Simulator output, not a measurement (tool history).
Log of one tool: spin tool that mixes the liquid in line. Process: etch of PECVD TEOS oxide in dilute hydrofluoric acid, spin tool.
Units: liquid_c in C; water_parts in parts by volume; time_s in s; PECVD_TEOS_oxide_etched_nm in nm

| run | hour | liquid_c | water_parts | time_s | PECVD_TEOS_oxide_etched_nm |
|---|---|---|---|---|---|
| 1 | 0.0 | 21.0 | 120 | 315 | 30.526 |
| 2 | 5.0 | 21.0 | 135 | 315 | 27.225 |
| 3 | 8.8 | 21.0 | 95 | 315 | 40.211 |
| 4 | 15.5 | 21.0 | 95 | 315 | 39.620 |
| 5 | 22.3 | 23.0 | 85 | 315 | 48.755 |
| 6 | 24.4 | 25.5 | 85 | 315 | 54.595 |
| 7 | 30.8 | 29.0 | 65 | 315 | 84.900 |
| 8 | 35.5 | 28.5 | 65 | 315 | 81.472 |
| 9 | 43.6 | 28.0 | 65 | 315 | 80.560 |

Forecast run 10:
| 10 | 46.0 | 27.5 | 65 | 315 | ? |

{"run 10": {"PECVD_TEOS_oxide_etched_nm": 78.701}}
